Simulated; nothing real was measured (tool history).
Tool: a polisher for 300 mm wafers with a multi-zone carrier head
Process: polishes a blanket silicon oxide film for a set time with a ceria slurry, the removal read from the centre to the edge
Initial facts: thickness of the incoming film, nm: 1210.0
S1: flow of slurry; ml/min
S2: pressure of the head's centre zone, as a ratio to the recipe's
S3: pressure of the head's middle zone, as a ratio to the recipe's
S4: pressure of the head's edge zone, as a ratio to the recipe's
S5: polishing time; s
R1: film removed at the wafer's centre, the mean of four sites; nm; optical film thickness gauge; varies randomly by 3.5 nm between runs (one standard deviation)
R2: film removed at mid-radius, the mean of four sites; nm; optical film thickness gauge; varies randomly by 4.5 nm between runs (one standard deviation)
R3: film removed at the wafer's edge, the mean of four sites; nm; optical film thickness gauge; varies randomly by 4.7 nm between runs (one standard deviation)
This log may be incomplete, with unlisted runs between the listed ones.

{"run": 1, "hour": 0.0, "S1": 165, "S2": 1.0, "S3": 1.0, "S4": 1.0, "S5": 52, "R1": 263.85, "R2": 264.57, "R3": 262.89}
{"run": 2, "hour": 5.8, "S1": 165, "S2": 1.0, "S3": 1.0, "S4": 1.0, "S5": 61, "R1": 308.33, "R2": 313.9, "R3": 309.11}
{"run": 3, "hour": 7.6, "S1": 175, "S2": 0.98, "S3": 1.02, "S4": 1.05, "S5": 62, "R1": 311.42, "R2": 325.5, "R3": 331.73}
{"run": 4, "hour": 14.9, "S1": 185, "S2": 0.97, "S3": 1.05, "S4": 1.07, "S5": 63, "R1": 313.11, "R2": 339.36, "R3": 333.31}
{"run": 5, "hour": 17.6, "S1": 185, "S2": 0.97, "S3": 1.05, "S4": 1.02, "S5": 63, "R1": 318.38, "R2": 344.2, "R3": 330.77}
{"run": 6, "hour": 20.7, "S1": 185, "S2": 1.03, "S3": 1.05, "S4": 1.02, "S5": 63, "R1": 328.06, "R2": 344.42, "R3": 331.96}
{"run": 7, "hour": 29.3, "S1": 190, "S2": 1.01, "S3": 1.06, "S4": 1.06, "S5": 64, "R1": 328.24, "R2": 345.9, "R3": 348.01}

Estimate the outcome of run 8 from the log above:
{"run": 8, "hour": 30.8, "S1": 195, "S2": 0.99, "S3": 1.08, "S4": 1.08, "S5": 65, "R1": "?", "R2": "?", "R3": "?"}

For run 8 the tool returned R1 335.53 nm, R2 363.51 nm, R3 347.50 nm.
